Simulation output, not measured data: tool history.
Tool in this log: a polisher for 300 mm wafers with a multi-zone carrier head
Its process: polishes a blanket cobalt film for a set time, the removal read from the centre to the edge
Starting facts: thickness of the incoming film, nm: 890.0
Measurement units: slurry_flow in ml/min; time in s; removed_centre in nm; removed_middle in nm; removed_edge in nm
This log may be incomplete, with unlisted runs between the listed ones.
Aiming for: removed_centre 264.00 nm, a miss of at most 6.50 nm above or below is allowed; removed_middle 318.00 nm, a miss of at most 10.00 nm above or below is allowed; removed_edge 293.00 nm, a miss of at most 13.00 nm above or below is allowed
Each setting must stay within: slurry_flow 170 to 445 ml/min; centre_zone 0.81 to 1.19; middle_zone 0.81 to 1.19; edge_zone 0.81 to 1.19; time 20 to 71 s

run    day  slurry_flow  centre_zone  middle_zone  edge_zone  time  removed_centre  removed_middle  removed_edge
  1  0.000          285         1.00         1.00       1.00    45          214.34          210.20        212.62
  2  0.217          285         1.00         1.00       1.08    45          214.14          211.10        219.89
  3  0.446          290         0.99         1.03       1.10    47          220.25          225.66        233.39
  4  0.525          290         0.99         1.08       1.10    47          222.72          232.35        228.06
  5  0.758          290         0.99         1.08       1.10    58          273.22          288.31        283.57
  6  1.117          290         0.95         1.08       1.10    58          262.25          285.12        283.81
  7  1.300          295         0.94         1.10       1.11    58          259.99          298.34        294.47
  8  1.362          300         0.94         1.11       1.11    58          257.38          299.96        286.44

Which of these 5 next moves meets every target?
  A  1.425          320         1.02         1.11       1.10    54               ?               ?             ?
  B  1.425          235         0.93         1.18       1.19    58               ?               ?             ?
  C  1.425          285         0.91         1.09       1.15    58               ?               ?             ?
  D  1.425          260         0.93         1.19       1.15    60               ?               ?             ?
  E  1.425          320         0.95         1.09       1.18    56               ?               ?             ?

move  removed_centre  removed_middle  removed_edge
   A          265.30          282.44        267.31
   B          250.03          309.03        289.99
   C          250.71          295.37        290.62
   D          262.29          326.12        297.90
   E          256.06          288.45        286.60
A: moves away from the targets compared with the last run
B: gets the furthest-off result to its target, but another result is out of tolerance
C: moves away from the targets compared with the last run
D: each result inside its tolerance
E: moves away from the targets compared with the last run
D meets every target.
